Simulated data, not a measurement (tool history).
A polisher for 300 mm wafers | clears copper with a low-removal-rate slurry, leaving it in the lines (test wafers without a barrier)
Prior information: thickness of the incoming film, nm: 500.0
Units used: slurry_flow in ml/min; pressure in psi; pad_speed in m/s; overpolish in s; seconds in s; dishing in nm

| run | hour | slurry_flow | pressure | pad_speed | slurry_solids | overpolish | seconds | dishing |
|---|---|---|---|---|---|---|---|---|
| 1 | 0 | 285 | 3.8 | 1.26 | 1 | 24 | 109.09 | 81.763 |
| 2 | 2.5 | 285 | 3.7 | 1.26 | 1 | 22 | 110.14 | 73.279 |
| 3 | 5.2 | 285 | 3.7 | 1.54 | 1 | 22 | 92.144 | 87.265 |
| 4 | 13 | 285 | 3.5 | 1.54 | 1 | 21 | 94.811 | 76.483 |
| 5 | 21.9 | 285 | 3.3 | 1.54 | 1 | 21 | 102.99 | 78.056 |
|  | 27.3 | worn pad replaced by a new one |
| 6 | 27.3 | 285 | 3.2 | 1.54 | 1 | 20 | 98.028 | 77.368 |
| 7 | 31.1 | 285 | 2.9 | 1.52 | 1 | 19 | 108.6 | 65.369 |
| 8 | 33.5 | 285 | 2.8 | 1.52 | 1 | 19 | 113.05 | 62.854 |
| 9 | 37.9 | 285 | 2.7 | 1.52 | 1 | 19 | 116.15 | 62.01 |
| 10 | 41.5 | 285 | 2.6 | 1.52 | 1 | 19 | 116.63 | 60.902 |
| 11 | 49 | 285 | 2.2 | 1.52 | 1 | 20 | 140.95 | 57.472 |
| 12 | 53.8 | 285 | 2.3 | 1.52 | 1 | 20 | 132.51 | 60.399 |
| 13 | 58.4 | 285 | 2.3 | 1.52 | 1 | 20 | 136.4 | 57 |

Expected results for the next run?
| 14 | 59.5 | 285 | 2.6 | 1.52 | 1 | 19 | ? | ? |

seconds: 119.53 s
dishing: 60.704 nm

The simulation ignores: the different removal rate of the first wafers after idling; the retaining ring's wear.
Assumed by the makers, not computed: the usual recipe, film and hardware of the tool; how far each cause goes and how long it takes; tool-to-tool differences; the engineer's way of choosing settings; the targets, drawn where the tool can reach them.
